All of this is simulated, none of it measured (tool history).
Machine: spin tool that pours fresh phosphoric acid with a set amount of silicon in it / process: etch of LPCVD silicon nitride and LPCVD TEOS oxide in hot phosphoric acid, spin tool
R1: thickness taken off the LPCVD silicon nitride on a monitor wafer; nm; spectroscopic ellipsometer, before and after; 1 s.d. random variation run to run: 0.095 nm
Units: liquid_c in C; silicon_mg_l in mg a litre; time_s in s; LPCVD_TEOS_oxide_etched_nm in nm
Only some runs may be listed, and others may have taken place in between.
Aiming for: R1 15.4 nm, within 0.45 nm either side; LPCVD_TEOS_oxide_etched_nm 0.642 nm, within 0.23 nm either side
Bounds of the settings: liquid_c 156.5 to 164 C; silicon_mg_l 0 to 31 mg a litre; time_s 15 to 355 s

run 1 hour=0 | liquid_c=159 silicon_mg_l=13.5 time_s=180 | R1=13.451 LPCVD_TEOS_oxide_etched_nm=0.36117
run 2 hour=1.2 | liquid_c=159 silicon_mg_l=13.5 time_s=155 | R1=11.631 LPCVD_TEOS_oxide_etched_nm=0.28247
run 3 hour=9.3 | liquid_c=159.5 silicon_mg_l=11.5 time_s=160 | R1=12.226 LPCVD_TEOS_oxide_etched_nm=0.36109
run 4 hour=14.8 | liquid_c=158 silicon_mg_l=11.5 time_s=160 | R1=11.533 LPCVD_TEOS_oxide_etched_nm=0.40268
run 5 hour=19.1 | liquid_c=158 silicon_mg_l=16 time_s=160 | R1=11.53 LPCVD_TEOS_oxide_etched_nm=0.27806
run 6 hour=19.9 | liquid_c=158 silicon_mg_l=16 time_s=135 | R1=9.7702 LPCVD_TEOS_oxide_etched_nm=0.22899
run 7 hour=25.2 | liquid_c=159 silicon_mg_l=13.5 time_s=140 | R1=10.505 LPCVD_TEOS_oxide_etched_nm=0.31311
run 8 hour=30.6 | liquid_c=159.5 silicon_mg_l=12 time_s=145 | R1=11.044 LPCVD_TEOS_oxide_etched_nm=0.34973
run 9 hour=34.8 | liquid_c=160 silicon_mg_l=11 time_s=150 | R1=11.554 LPCVD_TEOS_oxide_etched_nm=0.38722
run 10 hour=40.7 | liquid_c=160.5 silicon_mg_l=10.5 time_s=155 | R1=12.214 LPCVD_TEOS_oxide_etched_nm=0.42175
run 11 hour=45 | liquid_c=161 silicon_mg_l=10 time_s=160 | R1=12.776 LPCVD_TEOS_oxide_etched_nm=0.38044
run 12 hour=45.8 | liquid_c=161.5 silicon_mg_l=8.5 time_s=165 | R1=13.426 LPCVD_TEOS_oxide_etched_nm=0.4446
run 13 hour=49 | liquid_c=164 silicon_mg_l=5 time_s=180 | R1=15.785 LPCVD_TEOS_oxide_etched_nm=0.63397
run 14 hour=54.8 | liquid_c=164 silicon_mg_l=4.5 time_s=180 | R1=15.865 LPCVD_TEOS_oxide_etched_nm=0.55639
run 15 hour=56.8 | liquid_c=164 silicon_mg_l=3.5 time_s=180 | R1=16.031 LPCVD_TEOS_oxide_etched_nm=0.6453

Next run, 5 choices. One meets every target within its allowed miss, the rest don't. Which?
run A hour=58.8 | liquid_c=164 silicon_mg_l=15.5 time_s=190 | R1=? LPCVD_TEOS_oxide_etched_nm=?
run B hour=58.8 | liquid_c=164 silicon_mg_l=0 time_s=190 | R1=? LPCVD_TEOS_oxide_etched_nm=?
run C hour=58.8 | liquid_c=163.5 silicon_mg_l=19 time_s=185 | R1=? LPCVD_TEOS_oxide_etched_nm=?
run D hour=58.8 | liquid_c=164 silicon_mg_l=4.5 time_s=175 | R1=? LPCVD_TEOS_oxide_etched_nm=?
run E hour=58.8 | liquid_c=164 silicon_mg_l=14.5 time_s=190 | R1=? LPCVD_TEOS_oxide_etched_nm=?

move=A R1=16.661 LPCVD_TEOS_oxide_etched_nm=0.53853
move=B R1=16.661 LPCVD_TEOS_oxide_etched_nm=0.74986
move=C R1=15.957 LPCVD_TEOS_oxide_etched_nm=0.46081
move=D R1=15.345 LPCVD_TEOS_oxide_etched_nm=0.63415
move=E R1=16.661 LPCVD_TEOS_oxide_etched_nm=0.55217
A: misses by more than the last run did
B: misses by more than the last run did
C: nearer than the last run, and not there yet
D: every result lands within tolerance
E: misses by more than the last run did
Answer: D

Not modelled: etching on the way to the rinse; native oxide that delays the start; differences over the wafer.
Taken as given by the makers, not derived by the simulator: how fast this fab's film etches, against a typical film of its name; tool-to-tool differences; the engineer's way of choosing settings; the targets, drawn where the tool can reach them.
